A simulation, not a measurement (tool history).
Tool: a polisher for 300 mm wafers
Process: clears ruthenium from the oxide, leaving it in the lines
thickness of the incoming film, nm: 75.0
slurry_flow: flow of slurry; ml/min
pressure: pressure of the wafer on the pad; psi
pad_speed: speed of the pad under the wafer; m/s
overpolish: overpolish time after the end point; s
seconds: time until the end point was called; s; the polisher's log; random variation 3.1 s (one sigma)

| run | hour | slurry_flow | pressure | pad_speed | overpolish | seconds |
|---|---|---|---|---|---|---|
| 1 | 0.0 | 240 | 1.8 | 1.00 | 10 | 97.277 |
| 2 | 4.1 | 240 | 1.6 | 0.96 | 10 | 114.420 |
| 3 | 8.2 | 295 | 1.6 | 0.96 | 10 | 110.060 |
| 4 | 13.4 | 235 | 1.6 | 0.96 | 10 | 112.780 |
| 5 | 14.3 | 255 | 1.6 | 0.96 | 10 | 116.570 |
| 6 | 21.9 | 255 | 1.4 | 0.96 | 10 | 127.820 |
| 7 | 24.8 | 255 | 1.3 | 0.94 | 10 | 141.330 |
| 8 | 29.4 | 255 | 1.2 | 0.94 | 10 | 150.690 |
| 9 | 36.8 | 255 | 1.1 | 0.94 | 10 | 162.810 |

The next listed run, before its measurement:
| 10 | 39.6 | 255 | 1.0 | 0.94 | 10 | ? |

{"run 10": {"seconds": 172.46}}

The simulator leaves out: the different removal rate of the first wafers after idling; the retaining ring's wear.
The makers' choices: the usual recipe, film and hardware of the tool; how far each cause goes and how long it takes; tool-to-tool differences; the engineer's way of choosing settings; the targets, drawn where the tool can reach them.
